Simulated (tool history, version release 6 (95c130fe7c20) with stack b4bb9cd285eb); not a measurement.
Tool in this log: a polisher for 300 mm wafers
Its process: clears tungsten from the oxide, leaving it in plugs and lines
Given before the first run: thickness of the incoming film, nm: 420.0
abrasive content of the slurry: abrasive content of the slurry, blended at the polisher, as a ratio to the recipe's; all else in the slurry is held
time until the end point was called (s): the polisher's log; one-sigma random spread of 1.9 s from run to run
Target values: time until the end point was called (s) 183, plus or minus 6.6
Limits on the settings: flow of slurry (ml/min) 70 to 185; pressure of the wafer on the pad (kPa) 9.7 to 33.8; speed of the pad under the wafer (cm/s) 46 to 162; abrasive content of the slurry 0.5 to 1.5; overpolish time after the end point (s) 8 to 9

run	day	flow of slurry (ml/min)	pressure of the wafer on the pad (kPa)	speed of the pad under the wafer (cm/s)	abrasive content of the slurry	overpolish time after the end point (s)	time until the end point was called (s)
1	0	120	21.4	104	1	9	113.53
2	0.179	115	19.3	104	1	9	123.25
3	0.533	95	19.3	104	1	9	125.4
4	0.729	95	19.3	104	1	9	128.51
5	0.958	95	19.3	104	1.2	9	118.73
6	1.212	95	19.3	104	1.2	9	117.67
7	1.271	95	17.2	104	1.2	9	131.23
8	1.542	95	15.9	104	1.2	9	142.07
9	1.696	95	14.5	104	1.2	9	150.68
10	1.871	95	13.8	104	1.2	9	157.89
11	2.05	95	13.1	104	1.2	9	160.58
12	2.225	95	12.4	104	1.2	9	168.43

Below are 4 possible settings for the next run. Only one of them brings all results inside the allowed miss of their targets. Which is it?
A	2.4	105	15.2	78	1.3	9	?
B	2.4	95	13.1	104	1.2	9	?
C	2.4	85	12.4	112	1.15	8	?
D	2.4	95	12.4	106	1.25	9	?

move	time until the end point was called (s)
A	182.72
B	162.26
C	162.75
D	163.8
A: all results land within tolerance of their targets
B: misses by more than the last run did
C: misses by more than the last run did
D: misses by more than the last run did
A is the move that brings every result within its allowed miss.
